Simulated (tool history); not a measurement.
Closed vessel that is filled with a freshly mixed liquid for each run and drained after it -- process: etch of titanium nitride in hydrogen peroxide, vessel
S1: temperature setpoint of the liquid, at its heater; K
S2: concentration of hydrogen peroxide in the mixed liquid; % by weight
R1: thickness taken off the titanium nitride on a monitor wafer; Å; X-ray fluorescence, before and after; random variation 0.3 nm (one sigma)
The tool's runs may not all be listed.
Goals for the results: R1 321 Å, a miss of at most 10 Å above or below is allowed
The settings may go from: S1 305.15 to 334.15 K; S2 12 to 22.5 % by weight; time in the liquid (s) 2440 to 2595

run 1 hour=0 | S1=318.15 S2=15.5 time_in_the_liquid_(s)=2440 | R1=536.7
run 2 hour=5.1 | S1=315.65 S2=15.5 time_in_the_liquid_(s)=2440 | R1=449.35
run 3 hour=13.5 | S1=314.15 S2=15.5 time_in_the_liquid_(s)=2440 | R1=394.1
run 4 hour=18.8 | S1=313.15 S2=15.5 time_in_the_liquid_(s)=2440 | R1=364.99
run 5 hour=26.6 | S1=307.65 S2=15.5 time_in_the_liquid_(s)=2440 | R1=232.04
run 6 hour=28.9 | S1=307.65 S2=15.5 time_in_the_liquid_(s)=2440 | R1=236.36
run 7 hour=36.5 | S1=312.65 S2=15.5 time_in_the_liquid_(s)=2440 | R1=347.12
-- hour=38.2 thermometer replaced
run 8 hour=38.2 | S1=312.15 S2=15.5 time_in_the_liquid_(s)=2440 | R1=365.98

Below are 4 possible settings for the next run. Only one of them brings all results inside the allowed miss of their targets. Which is it?
run A hour=39.9 | S1=309.65 S2=15 time_in_the_liquid_(s)=2595 | R1=?
run B hour=39.9 | S1=312.15 S2=13.5 time_in_the_liquid_(s)=2440 | R1=?
run C hour=39.9 | S1=311.15 S2=14.5 time_in_the_liquid_(s)=2520 | R1=?
run D hour=39.9 | S1=310.65 S2=14.5 time_in_the_liquid_(s)=2590 | R1=?

move=A R1=312.47
move=B R1=349.29
move=C R1=338.82
move=D R1=334.91
A: in spec on every target
B: gains on the last run, yet a result remains outside its allowed miss
C: gains on the last run, yet a result remains outside its allowed miss
D: gains on the last run, yet a result remains outside its allowed miss
The move that meets every target is A.
